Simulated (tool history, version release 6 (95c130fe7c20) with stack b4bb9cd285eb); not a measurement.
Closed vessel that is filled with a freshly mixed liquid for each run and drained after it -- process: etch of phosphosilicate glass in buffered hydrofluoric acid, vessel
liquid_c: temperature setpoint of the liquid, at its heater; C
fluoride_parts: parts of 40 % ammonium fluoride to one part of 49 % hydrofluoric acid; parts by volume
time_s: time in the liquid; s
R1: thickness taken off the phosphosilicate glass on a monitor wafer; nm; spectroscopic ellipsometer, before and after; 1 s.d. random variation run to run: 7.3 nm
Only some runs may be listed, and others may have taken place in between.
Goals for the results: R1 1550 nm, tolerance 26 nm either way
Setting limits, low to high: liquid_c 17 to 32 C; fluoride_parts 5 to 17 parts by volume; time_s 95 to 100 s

run 1 day=0 | liquid_c=24 fluoride_parts=10.5 time_s=95 | R1=789.78
run 2 day=0.192 | liquid_c=24 fluoride_parts=13.5 time_s=95 | R1=625.94
run 3 day=0.329 | liquid_c=26.5 fluoride_parts=11.5 time_s=95 | R1=837.97
run 4 day=0.404 | liquid_c=28 fluoride_parts=10 time_s=95 | R1=999.87
run 5 day=0.688 | liquid_c=29.5 fluoride_parts=9 time_s=95 | R1=1211.5
run 6 day=0.858 | liquid_c=30.5 fluoride_parts=8.5 time_s=95 | R1=1362
run 7 day=1.038 | liquid_c=31 fluoride_parts=8.5 time_s=95 | R1=1397.3
run 8 day=1.271 | liquid_c=31.5 fluoride_parts=8.5 time_s=95 | R1=1438.2

Which single option among these 5 for the next run brings every result within its allowed miss of target? Just one does.
run A day=1.504 | liquid_c=31 fluoride_parts=8.5 time_s=95 | R1=?
run B day=1.504 | liquid_c=32 fluoride_parts=9 time_s=95 | R1=?
run C day=1.504 | liquid_c=31 fluoride_parts=8 time_s=95 | R1=?
run D day=1.504 | liquid_c=29.5 fluoride_parts=8.5 time_s=95 | R1=?
run E day=1.504 | liquid_c=32 fluoride_parts=8.5 time_s=100 | R1=?

move=A R1=1394.3
move=B R1=1380.5
move=C R1=1488.4
move=D R1=1289.1
move=E R1=1545.8
A: further off than the last run
B: further off than the last run
C: nearer than the last run, and not there yet
D: further off than the last run
E: in spec on every target
E is the move that brings every result within its allowed miss.
